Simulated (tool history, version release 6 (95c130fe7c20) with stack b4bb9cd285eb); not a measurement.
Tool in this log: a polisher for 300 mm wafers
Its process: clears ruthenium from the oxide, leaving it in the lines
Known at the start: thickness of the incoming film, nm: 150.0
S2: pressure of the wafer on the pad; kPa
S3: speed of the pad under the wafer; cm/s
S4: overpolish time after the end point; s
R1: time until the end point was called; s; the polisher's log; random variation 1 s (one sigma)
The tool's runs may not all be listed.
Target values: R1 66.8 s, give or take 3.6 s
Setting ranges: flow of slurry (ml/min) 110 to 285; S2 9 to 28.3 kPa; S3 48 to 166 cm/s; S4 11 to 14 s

{"run": 1, "hour": 0.0, "flow of slurry (ml/min)": 180, "S2": 18.6, "S3": 106, "S4": 14, "R1": 89.153}
{"run": 2, "hour": 4.1, "flow of slurry (ml/min)": 180, "S2": 18.6, "S3": 106, "S4": 11, "R1": 88.062}
{"run": 3, "hour": 11.0, "flow of slurry (ml/min)": 180, "S2": 20, "S3": 106, "S4": 11, "R1": 81.151}
{"run": 4, "hour": 12.3, "flow of slurry (ml/min)": 180, "S2": 15.9, "S3": 106, "S4": 11, "R1": 100.46}
{"run": 5, "hour": 19.5, "flow of slurry (ml/min)": 215, "S2": 15.9, "S3": 106, "S4": 11, "R1": 95.122}
{"run": 6, "hour": 23.1, "flow of slurry (ml/min)": 220, "S2": 17.2, "S3": 106, "S4": 11, "R1": 89.371}
{"run": 7, "hour": 23.9, "flow of slurry (ml/min)": 220, "S2": 18.6, "S3": 106, "S4": 11, "R1": 85.47}
{"run": 8, "hour": 27.9, "flow of slurry (ml/min)": 220, "S2": 20, "S3": 108, "S4": 11, "R1": 79.966}
{"run": 9, "hour": 31.8, "flow of slurry (ml/min)": 220, "S2": 20.7, "S3": 108, "S4": 11, "R1": 77.303}
{"run": 10, "hour": 35.9, "flow of slurry (ml/min)": 220, "S2": 21.4, "S3": 108, "S4": 11, "R1": 76.334}

Below are 4 possible settings for the next run. Only one of them brings all results inside the allowed miss of their targets. Which is it?
{"run": "A", "hour": 40.0, "flow of slurry (ml/min)": 185, "S2": 24.1, "S3": 112, "S4": 11, "R1": "?"}
{"run": "B", "hour": 40.0, "flow of slurry (ml/min)": 160, "S2": 21.4, "S3": 112, "S4": 13, "R1": "?"}
{"run": "C", "hour": 40.0, "flow of slurry (ml/min)": 200, "S2": 17.2, "S3": 132, "S4": 13, "R1": "?"}
{"run": "D", "hour": 40.0, "flow of slurry (ml/min)": 200, "S2": 19.3, "S3": 116, "S4": 11, "R1": "?"}

move=A R1=66.632
move=B R1=75.515
move=C R1=74.68
move=D R1=76.78
A: all results land within tolerance of their targets
B: nearer the targets than the last run, but a result is still out of spec
C: nearer the targets than the last run, but a result is still out of spec
D: roughly where the last run was
The right move is A.
